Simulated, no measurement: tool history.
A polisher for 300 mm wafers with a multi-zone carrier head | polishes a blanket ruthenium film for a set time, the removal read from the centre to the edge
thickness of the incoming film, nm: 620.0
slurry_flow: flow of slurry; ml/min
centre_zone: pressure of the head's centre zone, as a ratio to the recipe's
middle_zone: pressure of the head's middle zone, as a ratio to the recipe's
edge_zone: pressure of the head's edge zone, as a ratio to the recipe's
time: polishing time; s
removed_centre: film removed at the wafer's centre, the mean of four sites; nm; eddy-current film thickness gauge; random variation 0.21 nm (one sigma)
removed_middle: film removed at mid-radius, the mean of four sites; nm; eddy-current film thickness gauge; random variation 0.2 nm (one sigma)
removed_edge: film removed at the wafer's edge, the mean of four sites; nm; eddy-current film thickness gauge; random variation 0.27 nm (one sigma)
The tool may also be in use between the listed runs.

run 1 hour=0 | slurry_flow=240 centre_zone=1 middle_zone=1 edge_zone=1 time=44 | removed_centre=47.752 removed_middle=48.937 removed_edge=48.043
run 2 hour=6.7 | slurry_flow=240 centre_zone=1 middle_zone=1 edge_zone=1 time=51 | removed_centre=54.801 removed_middle=57.517 removed_edge=55.673
run 3 hour=12.9 | slurry_flow=240 centre_zone=1 middle_zone=1 edge_zone=1 time=56 | removed_centre=60.876 removed_middle=63.2 removed_edge=61.336
run 4 hour=21.2 | slurry_flow=240 centre_zone=1 middle_zone=1 edge_zone=1.05 time=56 | removed_centre=61.574 removed_middle=63.165 removed_edge=61.745
run 5 hour=29.4 | slurry_flow=240 centre_zone=0.99 middle_zone=1.01 edge_zone=1.03 time=49 | removed_centre=53.378 removed_middle=55.506 removed_edge=54.317
run 6 hour=31.5 | slurry_flow=240 centre_zone=0.99 middle_zone=1.01 edge_zone=1.03 time=43 | removed_centre=46.698 removed_middle=49.027 removed_edge=47.503
run 7 hour=34 | slurry_flow=240 centre_zone=0.98 middle_zone=1.01 edge_zone=1 time=39 | removed_centre=41.897 removed_middle=44.204 removed_edge=43.246
run 8 hour=42.9 | slurry_flow=240 centre_zone=0.97 middle_zone=1.01 edge_zone=0.97 time=36 | removed_centre=38.711 removed_middle=41.173 removed_edge=39.285
run 9 hour=51.5 | slurry_flow=235 centre_zone=0.95 middle_zone=0.99 edge_zone=0.94 time=35 | removed_centre=36.631 removed_middle=38.902 removed_edge=37.272

Forecast run 10:
run 10 hour=56 | slurry_flow=225 centre_zone=0.92 middle_zone=0.97 edge_zone=0.91 time=35 | removed_centre=? removed_middle=? removed_edge=?

removed_centre: 35.77 nm
removed_middle: 38.269 nm
removed_edge: 36.502 nm

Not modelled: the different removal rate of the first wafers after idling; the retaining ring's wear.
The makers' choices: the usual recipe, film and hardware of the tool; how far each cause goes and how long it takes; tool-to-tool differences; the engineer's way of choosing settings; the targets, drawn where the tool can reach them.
